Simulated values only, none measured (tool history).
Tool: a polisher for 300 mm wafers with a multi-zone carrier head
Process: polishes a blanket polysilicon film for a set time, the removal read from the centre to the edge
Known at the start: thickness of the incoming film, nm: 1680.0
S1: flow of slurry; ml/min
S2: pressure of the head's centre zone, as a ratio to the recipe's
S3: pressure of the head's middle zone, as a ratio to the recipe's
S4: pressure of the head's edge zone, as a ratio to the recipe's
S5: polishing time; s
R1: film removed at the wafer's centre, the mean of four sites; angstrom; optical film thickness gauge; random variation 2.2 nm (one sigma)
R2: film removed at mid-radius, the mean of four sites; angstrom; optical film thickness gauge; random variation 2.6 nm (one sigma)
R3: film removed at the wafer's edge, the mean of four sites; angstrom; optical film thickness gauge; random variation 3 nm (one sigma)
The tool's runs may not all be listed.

{"run": 1, "hour": 0.0, "S1": 245, "S2": 1, "S3": 1, "S4": 1, "S5": 69, "R1": 4583.4, "R2": 4246.7, "R3": 4100.6}
{"run": 2, "hour": 5.7, "S1": 210, "S2": 0.93, "S3": 0.95, "S4": 0.98, "S5": 56, "R1": 3341.1, "R2": 3295.8, "R3": 3268.3}
{"run": 3, "hour": 11.8, "S1": 195, "S2": 0.89, "S3": 0.92, "S4": 0.99, "S5": 47, "R1": 2598.8, "R2": 2589.3, "R3": 2730.1}
{"run": 4, "hour": 17.4, "S1": 190, "S2": 0.86, "S3": 0.91, "S4": 0.99, "S5": 43, "R1": 2332.1, "R2": 2427.7, "R3": 2471.6}
{"run": 5, "hour": 24.0, "S1": 180, "S2": 0.84, "S3": 0.9, "S4": 1.01, "S5": 41, "R1": 2127.5, "R2": 2207.7, "R3": 2428.3}
{"run": 6, "hour": 32.9, "S1": 180, "S2": 0.84, "S3": 0.94, "S4": 1.01, "S5": 41, "R1": 2158.2, "R2": 2254.2, "R3": 2395.6}

The next listed run, before its measurement:
{"run": 7, "hour": 35.1, "S1": 180, "S2": 0.84, "S3": 0.94, "S4": 1.01, "S5": 41, "R1": "?", "R2": "?", "R3": "?"}

Run 7 gave R1 2115.3 angstrom, R2 2348.1 angstrom, R3 2312.9 angstrom.

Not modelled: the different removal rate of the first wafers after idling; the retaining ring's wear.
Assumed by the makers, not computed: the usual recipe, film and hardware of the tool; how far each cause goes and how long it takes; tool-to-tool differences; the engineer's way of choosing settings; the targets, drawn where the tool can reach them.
